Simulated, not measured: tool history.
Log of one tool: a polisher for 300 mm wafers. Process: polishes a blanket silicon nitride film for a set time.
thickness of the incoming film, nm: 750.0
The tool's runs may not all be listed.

run	hour	flow of slurry (ml/min)	pressure of the wafer on the pad (kPa)	speed of the pad under the wafer (m/s)	polishing time (s)	film removed (nm)
1	0.0	150	24.1	0.98	97	176.00
2	3.4	155	25.5	0.98	97	189.68
3	7.6	155	20.0	0.98	97	148.06
4	8.9	155	22.8	0.98	97	168.77
5	9.6	155	17.9	0.98	97	131.36
6	11.9	185	17.9	0.98	97	138.09
7	18.6	190	20.0	0.98	97	154.66
8	21.4	195	21.4	0.98	97	164.58
9	25.1	215	28.3	1.00	97	220.33
10	33.4	215	29.6	1.00	97	234.61
11	39.1	215	30.3	1.00	97	237.61
12	45.6	215	31.0	1.00	97	241.76
13	49.9	215	31.7	1.00	97	246.80

The next listed run, before its measurement:
14	58.8	225	37.2	1.00	97	?

film removed (nm): 291.82
